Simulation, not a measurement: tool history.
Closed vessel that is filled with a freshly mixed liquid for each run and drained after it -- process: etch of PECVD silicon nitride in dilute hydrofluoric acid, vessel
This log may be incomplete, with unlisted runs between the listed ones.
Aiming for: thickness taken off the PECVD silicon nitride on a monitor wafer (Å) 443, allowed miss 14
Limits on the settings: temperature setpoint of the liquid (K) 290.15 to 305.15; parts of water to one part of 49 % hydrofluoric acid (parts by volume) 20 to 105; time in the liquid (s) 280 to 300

run	hour	temperature setpoint of the liquid (K)	parts of water to one part of 49 % hydrofluoric acid (parts by volume)	time in the liquid (s)	thickness taken off the PECVD silicon nitride on a monitor wafer (Å)
1	0	297.15	55	280	280.01
2	4.5	298.65	55	280	316.36
3	8.3	299.65	55	280	339.23
4	17	299.65	55	300	354.17
5	17.6	300.65	55	300	389.96
6	24.4	301.15	55	300	401.09
7	31.2	301.65	55	300	406.03
8	33.7	302.15	55	300	427.14

Next run, 4 choices. One meets every target within its allowed miss, the rest don't. Which?
A	36.2	303.15	60	290	?
B	36.2	302.65	55	300	?
C	36.2	298.65	45	300	?
D	36.2	303.65	60	295	?

move	thickness taken off the PECVD silicon nitride on a monitor wafer (Å)
A	398.21
B	434.88
C	407.41
D	418.25
A: its largest miss is bigger than the last run's
B: every result lands within tolerance
C: its largest miss is bigger than the last run's
D: its largest miss is bigger than the last run's
Go with B: it meets all targets.
